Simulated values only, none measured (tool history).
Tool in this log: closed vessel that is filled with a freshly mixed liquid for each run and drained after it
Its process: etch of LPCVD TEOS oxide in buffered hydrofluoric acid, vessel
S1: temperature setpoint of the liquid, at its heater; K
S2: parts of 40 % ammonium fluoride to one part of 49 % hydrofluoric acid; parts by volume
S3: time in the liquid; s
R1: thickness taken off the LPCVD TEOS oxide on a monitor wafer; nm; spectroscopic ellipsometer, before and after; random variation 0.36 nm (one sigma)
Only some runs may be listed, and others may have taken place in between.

run  hour      S1    S2  S3      R1
  1   0.0  294.15  20.0  30  55.060
  2   4.8  294.15  14.5  30  75.042
  3   6.3  294.15  14.5  30  74.655
  4  13.8  294.15  14.5  30  74.682
  5  19.4  294.15  14.5  30  75.713
  6  25.1  293.65  15.0  30  71.725
  7  30.4  293.15  15.5  30  66.537
  8  32.4  293.15  15.5  30  65.984
  9  40.9  292.65  16.0  30  63.406

Run 10, settings as shown, results not yet in. Your forecast:
 10  46.4  292.15  16.5  30   ?

R1: 59.159 nm
